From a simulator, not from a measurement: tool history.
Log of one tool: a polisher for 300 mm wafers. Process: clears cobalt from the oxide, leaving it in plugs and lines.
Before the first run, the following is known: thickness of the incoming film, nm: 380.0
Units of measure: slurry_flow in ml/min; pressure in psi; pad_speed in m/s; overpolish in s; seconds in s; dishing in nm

| run | hour | slurry_flow | pressure | pad_speed | overpolish | seconds | dishing |
|---|---|---|---|---|---|---|---|
| 1 | 0 | 165 | 1.6 | 0.98 | 9 | 95.988 | 29.128 |
| 2 | 0.7 | 165 | 1.7 | 0.98 | 7 | 88.223 | 25.284 |
| 3 | 5.5 | 120 | 1.7 | 0.98 | 7 | 90.233 | 24.368 |
| 4 | 9.8 | 120 | 1.7 | 0.98 | 5 | 92.116 | 18.215 |
| 5 | 14.6 | 115 | 1.8 | 1.02 | 4 | 84.233 | 16.457 |
| 6 | 18.8 | 100 | 1.8 | 1.02 | 4 | 86.51 | 15.88 |
| 7 | 21.3 | 100 | 1.8 | 1.02 | 4 | 88.607 | 16.318 |

Run 8 is up next; what results do you expect?
| 8 | 23.2 | 100 | 1.9 | 1.02 | 4 | ? | ? |

seconds: 83.817 s
dishing: 16.992 nm

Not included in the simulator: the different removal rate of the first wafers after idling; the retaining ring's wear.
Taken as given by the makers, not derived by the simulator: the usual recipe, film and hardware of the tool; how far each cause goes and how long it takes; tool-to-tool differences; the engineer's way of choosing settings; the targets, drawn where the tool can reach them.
